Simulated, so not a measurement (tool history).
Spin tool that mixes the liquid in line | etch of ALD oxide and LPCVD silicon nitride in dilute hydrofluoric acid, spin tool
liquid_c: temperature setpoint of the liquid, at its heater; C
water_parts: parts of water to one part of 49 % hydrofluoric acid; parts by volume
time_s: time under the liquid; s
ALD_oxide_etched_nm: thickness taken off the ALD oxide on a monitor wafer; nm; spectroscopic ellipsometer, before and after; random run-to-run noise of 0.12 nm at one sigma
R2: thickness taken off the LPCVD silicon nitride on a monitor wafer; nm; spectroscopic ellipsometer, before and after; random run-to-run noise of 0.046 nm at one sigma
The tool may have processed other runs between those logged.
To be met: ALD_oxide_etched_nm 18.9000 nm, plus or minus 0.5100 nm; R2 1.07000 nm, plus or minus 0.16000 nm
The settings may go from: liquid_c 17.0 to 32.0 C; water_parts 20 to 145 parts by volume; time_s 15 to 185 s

Run 1, hour 0.0: liquid_c 24.0 C, water_parts 80 parts by volume, time_s 95 s. Result: ALD_oxide_etched_nm 11.7410 nm, R2 0.70625 nm.
Run 2, hour 2.0: liquid_c 21.0 C, water_parts 80 parts by volume, time_s 95 s. Result: ALD_oxide_etched_nm 10.4610 nm, R2 0.52639 nm.
Run 3, hour 6.8: liquid_c 21.0 C, water_parts 80 parts by volume, time_s 75 s. Result: ALD_oxide_etched_nm 8.2873 nm, R2 0.41274 nm.
Run 4, hour 8.5: liquid_c 22.0 C, water_parts 70 parts by volume, time_s 75 s. Result: ALD_oxide_etched_nm 9.9468 nm, R2 0.52860 nm.
Run 5, hour 12.0: liquid_c 22.5 C, water_parts 60 parts by volume, time_s 75 s. Result: ALD_oxide_etched_nm 11.9930 nm, R2 0.67773 nm.
Run 6, hour 13.6: liquid_c 22.5 C, water_parts 60 parts by volume, time_s 40 s. Result: ALD_oxide_etched_nm 6.4826 nm, R2 0.35683 nm.
Run 7, hour 17.8: liquid_c 22.5 C, water_parts 50 parts by volume, time_s 45 s. Result: ALD_oxide_etched_nm 8.7051 nm, R2 0.47572 nm.
Run 8, hour 25.8: liquid_c 22.5 C, water_parts 50 parts by volume, time_s 45 s. Result: ALD_oxide_etched_nm 8.7292 nm, R2 0.45149 nm.
Run 9, hour 32.3: liquid_c 23.0 C, water_parts 45 parts by volume, time_s 50 s. Result: ALD_oxide_etched_nm 11.1460 nm, R2 0.60800 nm.
Run 10, hour 35.0: liquid_c 23.5 C, water_parts 40 parts by volume, time_s 50 s. Result: ALD_oxide_etched_nm 12.8900 nm, R2 0.65168 nm.
Run 11, hour 35.8: liquid_c 25.0 C, water_parts 40 parts by volume, time_s 50 s. Result: ALD_oxide_etched_nm 13.7200 nm, R2 0.78784 nm.
Run 12, hour 37.4: liquid_c 25.5 C, water_parts 40 parts by volume, time_s 50 s. Result: ALD_oxide_etched_nm 14.0890 nm, R2 0.80855 nm.

Exactly one of the 5 candidate moves below puts every result within its allowed miss. Which one?
Run A, hour 39.0: liquid_c 29.5 C, water_parts 30 parts by volume, time_s 40 s. Result: ALD_oxide_etched_nm ?, R2 ?.
Run B, hour 39.0: liquid_c 26.0 C, water_parts 45 parts by volume, time_s 75 s. Result: ALD_oxide_etched_nm ?, R2 ?.
Run C, hour 39.0: liquid_c 28.0 C, water_parts 45 parts by volume, time_s 65 s. Result: ALD_oxide_etched_nm ?, R2 ?.
Run D, hour 39.0: liquid_c 18.0 C, water_parts 20 parts by volume, time_s 45 s. Result: ALD_oxide_etched_nm ?, R2 ?.
Run E, hour 39.0: liquid_c 29.0 C, water_parts 45 parts by volume, time_s 45 s. Result: ALD_oxide_etched_nm ?, R2 ?.

move  ALD_oxide_etched_nm       R2
   A              17.5620  1.02920
   B              18.6390  1.03040
   C              17.5120  1.01930
   D              18.5060  0.77746
   E              12.6170  0.75338
A: closer than the last run, but not yet in spec
B: meets every target
C: closer than the last run, but not yet in spec
D: gets the furthest-off result to its target, but another result is out of tolerance
E: further off than the last run
The move that meets every target is B.
